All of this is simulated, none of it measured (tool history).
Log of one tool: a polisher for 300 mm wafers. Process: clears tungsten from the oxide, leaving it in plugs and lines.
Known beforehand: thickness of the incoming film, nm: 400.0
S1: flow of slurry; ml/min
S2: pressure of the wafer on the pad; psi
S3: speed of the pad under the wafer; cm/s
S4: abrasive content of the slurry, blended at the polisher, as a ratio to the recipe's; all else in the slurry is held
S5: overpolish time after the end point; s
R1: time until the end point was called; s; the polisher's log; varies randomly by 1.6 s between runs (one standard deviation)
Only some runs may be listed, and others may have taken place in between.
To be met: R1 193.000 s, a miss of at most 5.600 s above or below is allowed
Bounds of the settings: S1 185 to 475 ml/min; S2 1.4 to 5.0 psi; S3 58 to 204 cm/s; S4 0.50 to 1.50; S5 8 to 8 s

run 1 hour=0.0 | S1=305 S2=3.2 S3=130 S4=1.00 S5=8 | R1=84.730
run 2 hour=8.0 | S1=305 S2=3.6 S3=130 S4=1.00 S5=8 | R1=76.171
run 3 hour=11.0 | S1=305 S2=3.0 S3=120 S4=1.00 S5=8 | R1=97.967
run 4 hour=14.2 | S1=305 S2=2.6 S3=114 S4=1.00 S5=8 | R1=117.170
run 5 hour=20.2 | S1=305 S2=2.3 S3=110 S4=1.00 S5=8 | R1=135.700
run 6 hour=22.8 | S1=305 S2=2.1 S3=108 S4=1.00 S5=8 | R1=149.920
run 7 hour=25.7 | S1=305 S2=1.9 S3=108 S4=1.00 S5=8 | R1=165.590
run 8 hour=31.6 | S1=305 S2=1.8 S3=108 S4=1.00 S5=8 | R1=169.010
run 9 hour=32.5 | S1=300 S2=1.4 S3=106 S4=1.00 S5=8 | R1=219.330

5 next moves are on the table. One of them brings every result within its allowed miss. Which?
run A hour=33.4 | S1=335 S2=1.5 S3=116 S4=1.30 S5=8 | R1=?
run B hour=33.4 | S1=380 S2=2.3 S3=74 S4=1.05 S5=8 | R1=?
run C hour=33.4 | S1=330 S2=1.5 S3=110 S4=0.75 S5=8 | R1=?
run D hour=33.4 | S1=345 S2=1.4 S3=94 S4=1.05 S5=8 | R1=?
run E hour=33.4 | S1=340 S2=2.0 S3=72 S4=0.75 S5=8 | R1=?

move=A R1=173.620
move=B R1=190.740
move=C R1=212.060
move=D R1=238.430
move=E R1=245.520
A: takes the result that was furthest off past its target
B: all results land within tolerance of their targets
C: closes in on the targets versus the last run, not all within tolerance yet
D: moves away from the targets compared with the last run
E: moves away from the targets compared with the last run
Go with B: it meets all targets.

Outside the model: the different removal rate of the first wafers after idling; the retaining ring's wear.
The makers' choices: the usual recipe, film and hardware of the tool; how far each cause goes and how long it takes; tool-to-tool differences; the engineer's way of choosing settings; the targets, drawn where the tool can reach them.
